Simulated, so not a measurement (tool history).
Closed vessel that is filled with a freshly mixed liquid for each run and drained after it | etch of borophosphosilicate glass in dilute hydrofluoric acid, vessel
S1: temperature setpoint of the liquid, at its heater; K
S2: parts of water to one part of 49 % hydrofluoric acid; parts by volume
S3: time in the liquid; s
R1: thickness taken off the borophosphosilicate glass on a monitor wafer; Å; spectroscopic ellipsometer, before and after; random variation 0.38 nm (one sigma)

run	hour	S1	S2	S3	R1
1	0.0	296.15	135	100	260.09
2	6.6	297.65	135	100	279.68
3	15.4	298.65	135	100	287.19
4	16.9	301.15	135	100	316.63
5	20.3	301.15	135	100	313.84
6	28.9	301.65	130	100	337.30
7	35.3	302.15	130	100	341.71

The next listed run, before its measurement:
8	40.2	302.65	130	100	?

R1: 349.17 Å
